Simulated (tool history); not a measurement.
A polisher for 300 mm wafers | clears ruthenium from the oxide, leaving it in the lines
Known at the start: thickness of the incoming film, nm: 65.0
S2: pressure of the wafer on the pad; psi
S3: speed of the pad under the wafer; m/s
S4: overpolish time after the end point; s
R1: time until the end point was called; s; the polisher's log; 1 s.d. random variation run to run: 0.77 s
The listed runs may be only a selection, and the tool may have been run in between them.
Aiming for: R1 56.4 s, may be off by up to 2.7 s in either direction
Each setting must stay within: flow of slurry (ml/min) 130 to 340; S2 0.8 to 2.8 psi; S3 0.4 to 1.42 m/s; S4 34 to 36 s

{"run": 1, "hour": 0.0, "flow of slurry (ml/min)": 220, "S2": 1.8, "S3": 0.9, "S4": 34, "R1": 89.777}
{"run": 2, "hour": 2.0, "flow of slurry (ml/min)": 220, "S2": 1.6, "S3": 0.9, "S4": 34, "R1": 98.562}
{"run": 3, "hour": 8.6, "flow of slurry (ml/min)": 220, "S2": 1.5, "S3": 0.9, "S4": 34, "R1": 107.96}
{"run": 4, "hour": 12.6, "flow of slurry (ml/min)": 220, "S2": 1.8, "S3": 0.92, "S4": 34, "R1": 86.319}
{"run": 5, "hour": 16.9, "flow of slurry (ml/min)": 190, "S2": 1.8, "S3": 0.92, "S4": 34, "R1": 88.96}
{"run": 6, "hour": 23.0, "flow of slurry (ml/min)": 190, "S2": 1.8, "S3": 0.92, "S4": 36, "R1": 88.987}
{"run": 7, "hour": 28.5, "flow of slurry (ml/min)": 190, "S2": 2, "S3": 0.92, "S4": 36, "R1": 82.316}
{"run": 8, "hour": 36.3, "flow of slurry (ml/min)": 190, "S2": 2, "S3": 0.92, "S4": 36, "R1": 82.474}
{"run": 9, "hour": 42.0, "flow of slurry (ml/min)": 195, "S2": 2.2, "S3": 0.92, "S4": 36, "R1": 73.267}
{"run": 10, "hour": 49.2, "flow of slurry (ml/min)": 195, "S2": 2.7, "S3": 0.94, "S4": 36, "R1": 62.881}
{"run": 11, "hour": 56.2, "flow of slurry (ml/min)": 195, "S2": 2.7, "S3": 0.96, "S4": 36, "R1": 60.279}

Consider the 4 candidate settings below. Which is the only one whose results all fall within their allowed miss of target?
{"run": "A", "hour": 63.2, "flow of slurry (ml/min)": 190, "S2": 2.7, "S3": 0.9, "S4": 36, "R1": "?"}
{"run": "B", "hour": 63.2, "flow of slurry (ml/min)": 190, "S2": 2.6, "S3": 0.8, "S4": 36, "R1": "?"}
{"run": "C", "hour": 63.2, "flow of slurry (ml/min)": 200, "S2": 2.2, "S3": 1.02, "S4": 36, "R1": "?"}
{"run": "D", "hour": 63.2, "flow of slurry (ml/min)": 260, "S2": 2.7, "S3": 0.98, "S4": 36, "R1": "?"}

move=A R1=63.723
move=B R1=73.897
move=C R1=67.257
move=D R1=56.293
A: lands further from the targets than the last run did
B: lands further from the targets than the last run did
C: lands further from the targets than the last run did
D: hits every target within its allowed miss
D meets every target.
